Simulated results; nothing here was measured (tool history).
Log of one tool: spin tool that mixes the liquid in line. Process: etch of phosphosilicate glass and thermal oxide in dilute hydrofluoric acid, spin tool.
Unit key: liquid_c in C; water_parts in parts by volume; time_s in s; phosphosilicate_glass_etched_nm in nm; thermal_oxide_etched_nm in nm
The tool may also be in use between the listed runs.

run	hour	liquid_c	water_parts	time_s	phosphosilicate_glass_etched_nm	thermal_oxide_etched_nm
1	0	21	225	145	35.542	2.3347
2	0.6	22.5	225	145	37.907	2.467
3	7	24.5	220	145	41.462	2.7307
4	7.7	25.5	215	145	44.378	2.833
5	13.3	25.5	215	90	27.922	1.7874
6	15.5	26	180	90	34.45	2.3006
7	17.6	27	115	105	70.845	4.5565

Run 8 has not been measured yet. What should we expect?
8	23.9	24.5	115	105	?	?

For run 8 the tool returned phosphosilicate_glass_etched_nm 64.438 nm, thermal_oxide_etched_nm 4.259 nm.
